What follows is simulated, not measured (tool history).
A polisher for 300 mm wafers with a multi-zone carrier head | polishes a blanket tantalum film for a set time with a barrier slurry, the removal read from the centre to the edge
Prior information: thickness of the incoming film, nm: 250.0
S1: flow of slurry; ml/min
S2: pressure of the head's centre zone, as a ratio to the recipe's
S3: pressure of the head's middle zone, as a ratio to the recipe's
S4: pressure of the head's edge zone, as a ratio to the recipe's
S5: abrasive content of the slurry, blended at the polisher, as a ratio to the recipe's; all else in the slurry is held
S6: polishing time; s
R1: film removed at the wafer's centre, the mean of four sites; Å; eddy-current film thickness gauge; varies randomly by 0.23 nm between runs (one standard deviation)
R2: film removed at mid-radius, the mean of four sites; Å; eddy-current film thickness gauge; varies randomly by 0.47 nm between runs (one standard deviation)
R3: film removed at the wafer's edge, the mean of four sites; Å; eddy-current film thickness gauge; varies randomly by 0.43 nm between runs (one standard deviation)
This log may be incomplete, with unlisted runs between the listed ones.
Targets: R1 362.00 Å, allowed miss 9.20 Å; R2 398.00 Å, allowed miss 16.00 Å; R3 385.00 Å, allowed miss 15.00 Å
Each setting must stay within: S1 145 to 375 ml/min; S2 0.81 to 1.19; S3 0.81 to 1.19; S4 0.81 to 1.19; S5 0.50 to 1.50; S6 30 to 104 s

Run 1, hour 0.0: S1 240 ml/min, S2 1.00, S3 1.00, S4 1.00, S5 1.00, S6 67 s. Result: R1 608.58 Å, R2 599.05 Å, R3 607.09 Å.
Run 2, hour 4.1: S1 235 ml/min, S2 0.98, S3 1.00, S4 0.98, S5 0.95, S6 65 s. Result: R1 568.25 Å, R2 571.86 Å, R3 568.10 Å.
Run 3, hour 6.0: S1 235 ml/min, S2 0.98, S3 1.00, S4 0.98, S5 0.95, S6 54 s. Result: R1 467.85 Å, R2 467.83 Å, R3 476.38 Å.
Run 4, hour 10.1: S1 210 ml/min, S2 0.98, S3 1.00, S4 0.98, S5 0.95, S6 54 s. Result: R1 465.16 Å, R2 466.59 Å, R3 474.26 Å.
Run 5, hour 15.4: S1 210 ml/min, S2 0.96, S3 0.99, S4 0.96, S5 0.90, S6 54 s. Result: R1 450.42 Å, R2 450.96 Å, R3 467.70 Å.
Run 6, hour 16.6: S1 210 ml/min, S2 0.88, S3 0.99, S4 0.96, S5 0.90, S6 54 s. Result: R1 423.43 Å, R2 446.61 Å, R3 450.69 Å.
Run 7, hour 22.2: S1 180 ml/min, S2 0.81, S3 0.98, S4 0.88, S5 0.65, S6 53 s. Result: R1 343.71 Å, R2 405.62 Å, R3 385.05 Å.
Run 8, hour 28.4: S1 185 ml/min, S2 0.82, S3 0.98, S4 0.88, S5 0.65, S6 53 s. Result: R1 350.72 Å, R2 394.56 Å, R3 384.90 Å.

Exactly one of the 4 candidate moves below puts every result within its allowed miss. Which one?
Run A, hour 34.6: S1 160 ml/min, S2 0.85, S3 0.98, S4 0.81, S5 0.55, S6 58 s. Result: R1 ?, R2 ?, R3 ?.
Run B, hour 34.6: S1 190 ml/min, S2 0.81, S3 0.98, S4 0.88, S5 0.80, S6 49 s. Result: R1 ?, R2 ?, R3 ?.
Run C, hour 34.6: S1 190 ml/min, S2 0.85, S3 1.05, S4 0.87, S5 0.65, S6 50 s. Result: R1 ?, R2 ?, R3 ?.
Run D, hour 34.6: S1 145 ml/min, S2 0.82, S3 1.04, S4 0.90, S5 0.80, S6 49 s. Result: R1 ?, R2 ?, R3 ?.

move      R1      R2      R3
   A  363.53  405.14  392.79
   B  341.84  394.23  391.23
   C  340.48  400.80  373.30
   D  329.22  397.35  382.29
A: every result within its allowed miss
B: misses by more than the last run did
C: misses by more than the last run did
D: misses by more than the last run did
Answer: A
